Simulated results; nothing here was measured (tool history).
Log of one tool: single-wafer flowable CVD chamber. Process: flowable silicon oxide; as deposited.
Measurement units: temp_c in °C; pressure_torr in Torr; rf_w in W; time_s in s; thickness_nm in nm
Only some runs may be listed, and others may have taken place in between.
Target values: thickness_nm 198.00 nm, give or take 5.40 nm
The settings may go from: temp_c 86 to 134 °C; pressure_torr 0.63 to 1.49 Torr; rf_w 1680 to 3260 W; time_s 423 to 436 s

run,day,temp_c,pressure_torr,rf_w,time_s,thickness_nm
1,0.000,110,1.06,2470,423,270.84
2,0.183,110,1.06,2230,423,267.09
3,0.254,111,1.06,2230,423,260.03
4,0.375,112,1.06,2230,423,252.53
# day 0.408: thermocouple changed; heater temperature recalibrated
5,0.408,113,1.06,2230,423,227.91
6,0.608,106,1.06,2230,423,278.42
7,0.775,108,1.06,2230,423,261.77
8,0.817,109,1.06,2230,423,254.56
9,0.983,110,1.06,2230,423,249.00
10,1.158,111,1.06,2230,423,242.21
11,1.379,112,1.06,2230,423,234.89
12,1.479,113,1.06,2230,423,227.68
13,1.838,116,1.06,2230,423,210.15

4 candidate next runs follow, results not yet known. Just one meets every target within its allowed miss. Identify it.
A,2.196,115,1.05,1985,423,?
B,2.196,99,0.72,1955,428,?
C,2.196,110,0.90,2150,428,?
D,2.196,122,1.17,2190,423,?

move,thickness_nm
A,209.56
B,226.98
C,210.45
D,195.85
A: roughly where the last run was
B: moves away from the targets compared with the last run
C: roughly where the last run was
D: each result inside its tolerance
D meets every target.
